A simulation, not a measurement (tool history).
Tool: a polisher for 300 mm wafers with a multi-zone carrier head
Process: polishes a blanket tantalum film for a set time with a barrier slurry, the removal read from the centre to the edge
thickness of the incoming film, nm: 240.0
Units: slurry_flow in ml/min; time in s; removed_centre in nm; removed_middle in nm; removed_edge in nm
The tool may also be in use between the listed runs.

run	hour	slurry_flow	centre_zone	middle_zone	edge_zone	slurry_solids	time	removed_centre	removed_middle	removed_edge
1	0	315	1	1	1	1	52	99.364	94.914	104.95
2	8.3	315	1	1.04	1	1	52	95.779	99.326	104.51
3	12.1	315	0.98	1.05	0.98	0.9	48	84.346	87.581	94.489
4	13.7	315	0.98	1.05	1.05	0.9	48	84.261	89.56	94.96
# hour 17.1: edge zone pressure recalibrated
5	17.1	315	0.98	0.99	1.05	0.9	48	84.903	84.878	89.745
6	23.3	315	0.98	0.99	1.05	0.75	48	80.24	78.928	85.043
7	29.7	310	0.88	1.09	0.95	0.5	36	46.345	53.844	51.063
8	30.5	310	0.89	1.11	0.98	0.55	36	48.046	59.097	54.345
9	38.2	310	0.9	1.1	1.01	0.55	36	48.109	57.274	55.925
10	45	315	0.91	1.11	1.02	0.55	36	49.14	56.055	56.511
11	52.8	310	0.88	1.16	1	0.8	38	58.703	74.269	67.287
12	56.4	310	0.87	1.13	1	0.8	38	57.998	69.893	67.41
13	64.8	310	0.86	1.12	0.99	0.8	38	58.006	69.436	67.724
14	68.5	310	0.85	1.12	0.98	0.75	38	54.477	69.119	64.438

Run 15 comes next. What will it give?
15	74.9	310	0.85	1.11	0.97	0.75	38	?	?	?

Run 15 gave removed_centre 54.409 nm, removed_middle 67.212 nm, removed_edge 64.629 nm.
